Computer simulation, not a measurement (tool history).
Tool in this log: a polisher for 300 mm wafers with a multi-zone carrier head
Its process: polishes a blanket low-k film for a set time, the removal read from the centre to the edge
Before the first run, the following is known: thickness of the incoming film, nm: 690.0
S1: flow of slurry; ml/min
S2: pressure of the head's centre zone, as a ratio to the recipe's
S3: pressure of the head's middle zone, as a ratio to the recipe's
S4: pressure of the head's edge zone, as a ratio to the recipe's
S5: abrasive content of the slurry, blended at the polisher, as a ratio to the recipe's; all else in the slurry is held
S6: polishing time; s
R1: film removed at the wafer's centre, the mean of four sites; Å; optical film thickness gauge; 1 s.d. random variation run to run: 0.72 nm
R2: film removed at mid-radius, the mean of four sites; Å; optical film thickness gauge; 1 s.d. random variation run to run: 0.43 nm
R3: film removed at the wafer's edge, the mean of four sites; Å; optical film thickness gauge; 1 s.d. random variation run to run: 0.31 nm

{"run": 1, "hour": 0.0, "S1": 220, "S2": 1, "S3": 1, "S4": 1, "S5": 1, "S6": 86, "R1": 382.67, "R2": 378.54, "R3": 383.62}
{"run": 2, "hour": 1.4, "S1": 220, "S2": 1, "S3": 1, "S4": 1, "S5": 1, "S6": 75, "R1": 326.6, "R2": 328.02, "R3": 336.57}
{"run": 3, "hour": 3.5, "S1": 250, "S2": 1, "S3": 1, "S4": 1, "S5": 1, "S6": 75, "R1": 330.33, "R2": 330.16, "R3": 338.14}
{"run": 4, "hour": 11.4, "S1": 250, "S2": 1.02, "S3": 1.01, "S4": 1.01, "S5": 1.05, "S6": 75, "R1": 350.59, "R2": 341.09, "R3": 348.83}
{"run": 5, "hour": 16.8, "S1": 250, "S2": 1.11, "S3": 1.01, "S4": 1.01, "S5": 1.05, "S6": 75, "R1": 369.34, "R2": 344.27, "R3": 350.25}
{"run": 6, "hour": 24.9, "S1": 250, "S2": 1.12, "S3": 1.02, "S4": 1.02, "S5": 1.1, "S6": 75, "R1": 379.97, "R2": 355.37, "R3": 359.02}
{"run": 7, "hour": 28.9, "S1": 255, "S2": 1.13, "S3": 1.02, "S4": 1.03, "S5": 1.15, "S6": 75, "R1": 399.32, "R2": 357.76, "R3": 365.13}
{"run": 8, "hour": 32.0, "S1": 255, "S2": 1.12, "S3": 1.03, "S4": 1.04, "S5": 1.2, "S6": 76, "R1": 410.46, "R2": 377.02, "R3": 375.38}
{"run": 9, "hour": 37.8, "S1": 255, "S2": 1.11, "S3": 1.03, "S4": 1.06, "S5": 1.25, "S6": 77, "R1": 413.73, "R2": 377.17, "R3": 394.14}
{"run": 10, "hour": 39.5, "S1": 255, "S2": 1.12, "S3": 1.04, "S4": 1.07, "S5": 1.3, "S6": 77, "R1": 437.95, "R2": 388.61, "R3": 405.57}
{"run": 11, "hour": 45.7, "S1": 255, "S2": 1.12, "S3": 1.05, "S4": 1.08, "S5": 1.3, "S6": 77, "R1": 428.98, "R2": 404.28, "R3": 403.94}

Run 12 is up next; what results do you expect?
{"run": 12, "hour": 51.5, "S1": 255, "S2": 1.13, "S3": 1.05, "S4": 1.09, "S5": 1.35, "S6": 77, "R1": "?", "R2": "?", "R3": "?"}

Logged for run 12: R1 454.44 Å, R2 405.84 Å, R3 414.53 Å.
